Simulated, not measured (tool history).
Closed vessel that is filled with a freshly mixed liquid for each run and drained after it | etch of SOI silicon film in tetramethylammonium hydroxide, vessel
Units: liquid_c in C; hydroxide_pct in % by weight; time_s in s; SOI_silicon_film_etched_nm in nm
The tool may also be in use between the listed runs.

run,hour,liquid_c,hydroxide_pct,time_s,SOI_silicon_film_etched_nm
1,0,72,13.5,90,605.77
2,8.4,70,13.5,90,547.29
3,12.2,68,13.5,90,481.91
4,19,71.5,13.5,90,591.94
5,25.4,74.5,13.5,90,715.47
6,28.6,71.5,13.5,90,601.03
7,32,69.5,13.5,90,533.46
8,40.2,68,13.5,90,479.55
9,44.1,67,13.5,90,454.99
10,47.2,66,13.5,90,425.09
11,50.4,65,13.5,90,407.58
12,57.2,61.5,13.5,90,329.18

The next listed run, before its measurement:
13,65.4,62,13.5,90,?

{"run 13": {"SOI_silicon_film_etched_nm": 336.4}}
